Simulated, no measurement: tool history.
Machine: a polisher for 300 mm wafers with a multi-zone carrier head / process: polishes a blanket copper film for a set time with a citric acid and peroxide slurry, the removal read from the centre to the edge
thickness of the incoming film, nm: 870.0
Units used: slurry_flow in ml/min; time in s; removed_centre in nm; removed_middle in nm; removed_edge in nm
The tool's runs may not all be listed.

Run 1, hour 0: slurry_flow 285 ml/min, centre_zone 1, middle_zone 1, edge_zone 1, slurry_solids 1, time 51 s. Result: removed_centre 87.572 nm, removed_middle 88.787 nm, removed_edge 88.426 nm.
Run 2, hour 3.3: slurry_flow 285 ml/min, centre_zone 1, middle_zone 1, edge_zone 1.06, slurry_solids 1, time 51 s. Result: removed_centre 87.751 nm, removed_middle 88.851 nm, removed_edge 92.357 nm.
Run 3, hour 11.7: slurry_flow 285 ml/min, centre_zone 1.01, middle_zone 0.99, edge_zone 1.07, slurry_solids 1.05, time 53 s. Result: removed_centre 92.157 nm, removed_middle 92.512 nm, removed_edge 95.936 nm.
Run 4, hour 15.6: slurry_flow 285 ml/min, centre_zone 1.01, middle_zone 0.99, edge_zone 1.07, slurry_solids 1.05, time 65 s. Result: removed_centre 111.13 nm, removed_middle 112.36 nm, removed_edge 117.71 nm.
Run 5, hour 16.9: slurry_flow 285 ml/min, centre_zone 1.01, middle_zone 0.99, edge_zone 1.02, slurry_solids 1.05, time 65 s. Result: removed_centre 113.21 nm, removed_middle 114.38 nm, removed_edge 114.59 nm.
Run 6, hour 22.1: slurry_flow 285 ml/min, centre_zone 1.02, middle_zone 0.98, edge_zone 1.04, slurry_solids 1.1, time 66 s. Result: removed_centre 119.66 nm, removed_middle 115.47 nm, removed_edge 117.85 nm.
Run 7, hour 24.3: slurry_flow 285 ml/min, centre_zone 1.02, middle_zone 0.97, edge_zone 1.06, slurry_solids 1.15, time 67 s. Result: removed_centre 121.64 nm, removed_middle 116.22 nm, removed_edge 122.67 nm.

Expected results for the next run?
Run 8, hour 25.8: slurry_flow 285 ml/min, centre_zone 1.03, middle_zone 0.96, edge_zone 1.07, slurry_solids 1.2, time 68 s. Result: removed_centre ?, removed_middle ?, removed_edge ?.

{"run 8": {"removed_centre": 121.91, "removed_middle": 117.77, "removed_edge": 129.14}}
